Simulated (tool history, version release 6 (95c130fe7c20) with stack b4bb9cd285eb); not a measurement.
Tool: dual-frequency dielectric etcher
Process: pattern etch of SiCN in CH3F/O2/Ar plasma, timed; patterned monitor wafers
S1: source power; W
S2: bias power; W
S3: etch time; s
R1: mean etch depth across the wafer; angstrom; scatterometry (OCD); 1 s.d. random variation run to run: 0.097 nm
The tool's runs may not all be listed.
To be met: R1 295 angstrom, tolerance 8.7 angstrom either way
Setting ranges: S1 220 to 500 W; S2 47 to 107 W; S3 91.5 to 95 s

run	hour	S1	S2	S3	R1
1	0	360	77	91.5	340.58
2	1.2	360	77	95	354.67
3	5.8	360	77	95	352.81
4	12.6	410	77	95	367.78
5	17.8	400	73	94.5	351.89
6	26.9	350	73	94.5	338.35
7	33.4	340	72	94.5	333.83
8	41	330	71	94.5	325.28
9	49.7	320	70	94.5	320.32
10	55.6	310	69	94.5	314.43
11	57.7	300	69	94.5	312.49
12	62.4	290	69	94.5	307.62

Below are 4 possible settings for the next run. Only one of them brings all results inside the allowed miss of their targets. Which is it?
A	67.1	240	66	92	?
B	67.1	290	72	94	?
C	67.1	250	67	95	?
D	67.1	360	64	94.5	?

move	R1
A	276.38
B	314.47
C	291.43
D	314.32
A: pushes the last run's worst result past its target
B: moves away from the targets compared with the last run
C: every result lands within tolerance
D: moves away from the targets compared with the last run
Correct choice: C, which meets every target

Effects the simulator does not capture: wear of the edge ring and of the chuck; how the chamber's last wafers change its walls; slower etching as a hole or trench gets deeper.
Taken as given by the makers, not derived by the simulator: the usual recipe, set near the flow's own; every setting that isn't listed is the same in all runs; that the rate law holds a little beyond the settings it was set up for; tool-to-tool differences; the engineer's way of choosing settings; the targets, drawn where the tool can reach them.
